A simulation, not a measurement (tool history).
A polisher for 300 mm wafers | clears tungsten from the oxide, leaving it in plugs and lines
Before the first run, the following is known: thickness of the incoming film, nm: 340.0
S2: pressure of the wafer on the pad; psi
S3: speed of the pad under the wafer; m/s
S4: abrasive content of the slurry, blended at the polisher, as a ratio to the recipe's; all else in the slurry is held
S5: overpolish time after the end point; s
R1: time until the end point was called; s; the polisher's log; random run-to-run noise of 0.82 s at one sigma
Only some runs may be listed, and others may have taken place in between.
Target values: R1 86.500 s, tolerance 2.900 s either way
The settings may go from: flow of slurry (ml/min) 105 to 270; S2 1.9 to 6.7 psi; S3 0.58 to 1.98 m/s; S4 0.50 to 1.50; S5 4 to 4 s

{"run": 1, "day": 0.0, "flow of slurry (ml/min)": 175, "S2": 4.3, "S3": 1.28, "S4": 1.0, "S5": 4, "R1": 65.728}
{"run": 2, "day": 0.117, "flow of slurry (ml/min)": 175, "S2": 4.3, "S3": 1.28, "S4": 1.0, "S5": 4, "R1": 66.473}
{"run": 3, "day": 0.233, "flow of slurry (ml/min)": 170, "S2": 4.1, "S3": 1.28, "S4": 1.0, "S5": 4, "R1": 69.369}
{"run": 4, "day": 0.333, "flow of slurry (ml/min)": 170, "S2": 3.9, "S3": 1.28, "S4": 1.0, "S5": 4, "R1": 72.919}
{"run": 5, "day": 0.446, "flow of slurry (ml/min)": 170, "S2": 3.9, "S3": 1.4, "S4": 1.0, "S5": 4, "R1": 66.285}
{"run": 6, "day": 0.704, "flow of slurry (ml/min)": 170, "S2": 3.9, "S3": 1.4, "S4": 1.0, "S5": 4, "R1": 65.378}
{"run": 7, "day": 1.058, "flow of slurry (ml/min)": 170, "S2": 3.6, "S3": 1.4, "S4": 1.0, "S5": 4, "R1": 71.046}
{"run": 8, "day": 1.183, "flow of slurry (ml/min)": 170, "S2": 3.4, "S3": 1.4, "S4": 1.0, "S5": 4, "R1": 75.045}
{"run": 9, "day": 1.267, "flow of slurry (ml/min)": 170, "S2": 3.3, "S3": 1.4, "S4": 1.0, "S5": 4, "R1": 77.915}
{"run": 10, "day": 1.521, "flow of slurry (ml/min)": 170, "S2": 3.2, "S3": 1.4, "S4": 1.0, "S5": 4, "R1": 79.969}

Consider the 5 candidate settings below. Which is the only one whose results all fall within their allowed miss of target?
{"run": "A", "day": 1.775, "flow of slurry (ml/min)": 150, "S2": 3.8, "S3": 1.24, "S4": 1.05, "S5": 4, "R1": "?"}
{"run": "B", "day": 1.775, "flow of slurry (ml/min)": 140, "S2": 3.5, "S3": 1.18, "S4": 1.05, "S5": 4, "R1": "?"}
{"run": "C", "day": 1.775, "flow of slurry (ml/min)": 160, "S2": 3.2, "S3": 1.36, "S4": 1.0, "S5": 4, "R1": "?"}
{"run": "D", "day": 1.775, "flow of slurry (ml/min)": 230, "S2": 3.5, "S3": 1.1, "S4": 0.85, "S5": 4, "R1": "?"}
{"run": "E", "day": 1.775, "flow of slurry (ml/min)": 135, "S2": 3.8, "S3": 1.02, "S4": 1.1, "S5": 4, "R1": "?"}

move=A R1=75.693
move=B R1=85.306
move=C R1=81.273
move=D R1=90.949
move=E R1=90.387
A: lands further from the targets than the last run did
B: every result within its allowed miss
C: moves toward the targets from the last run without getting all of them in spec
D: moves the result that the last run missed by most past its target, out the other side
E: moves the result that the last run missed by most past its target, out the other side
Correct choice: B, which meets every target

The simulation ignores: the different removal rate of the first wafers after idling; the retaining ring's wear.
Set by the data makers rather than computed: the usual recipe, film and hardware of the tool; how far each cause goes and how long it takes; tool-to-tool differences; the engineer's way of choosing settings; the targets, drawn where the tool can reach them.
